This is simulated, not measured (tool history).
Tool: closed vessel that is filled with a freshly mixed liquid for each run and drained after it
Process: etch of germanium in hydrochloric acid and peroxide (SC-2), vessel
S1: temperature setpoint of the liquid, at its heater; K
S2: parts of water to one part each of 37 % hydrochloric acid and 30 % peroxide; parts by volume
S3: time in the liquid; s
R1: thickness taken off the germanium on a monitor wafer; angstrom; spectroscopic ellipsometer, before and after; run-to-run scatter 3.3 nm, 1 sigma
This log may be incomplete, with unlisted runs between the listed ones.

{"run": 1, "hour": 0.0, "S1": 320.15, "S2": 5.5, "S3": 105, "R1": 2637.1}
{"run": 2, "hour": 1.1, "S1": 316.15, "S2": 5.5, "S3": 105, "R1": 2285.5}
{"run": 3, "hour": 8.3, "S1": 321.15, "S2": 5.5, "S3": 105, "R1": 2759.4}
{"run": 4, "hour": 13.1, "S1": 314.65, "S2": 5.5, "S3": 105, "R1": 2201.9}
{"run": 5, "hour": 17.0, "S1": 314.65, "S2": 7.5, "S3": 105, "R1": 2159}
{"run": 6, "hour": 26.0, "S1": 319.15, "S2": 7.5, "S3": 105, "R1": 2512.2}

What will run 7 give?
{"run": 7, "hour": 33.6, "S1": 327.15, "S2": 7.5, "S3": 105, "R1": "?"}

Logged for run 7: R1 3227 angstrom.
